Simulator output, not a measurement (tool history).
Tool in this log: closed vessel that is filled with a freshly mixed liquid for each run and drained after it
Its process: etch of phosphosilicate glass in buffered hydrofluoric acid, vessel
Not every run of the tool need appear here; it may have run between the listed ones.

run,hour,temperature setpoint of the liquid (C),parts of 40 % ammonium fluoride to one part of 49 % hydrofluoric acid (parts by volume),time in the liquid (s),thickness taken off the phosphosilicate glass on a monitor wafer (Å)
1,0.0,25.0,7.5,35,1714.2
2,6.3,24.5,7.5,35,1661.5
3,14.4,24.0,7.5,35,1619.0
4,17.6,26.5,7.5,35,1843.2
5,26.5,25.5,7.5,35,1781.8
6,30.5,25.0,7.5,35,1689.0
7,36.0,24.5,7.5,35,1668.9
# hour 44.6: hydrofluoric acid flow meter replaced
8,44.6,24.0,7.5,35,1790.9

Estimate the outcome of run 9 from the log above:
9,46.6,24.0,7.5,35,?

Run 9 measured thickness taken off the phosphosilicate glass on a monitor wafer (Å) 1798.9.
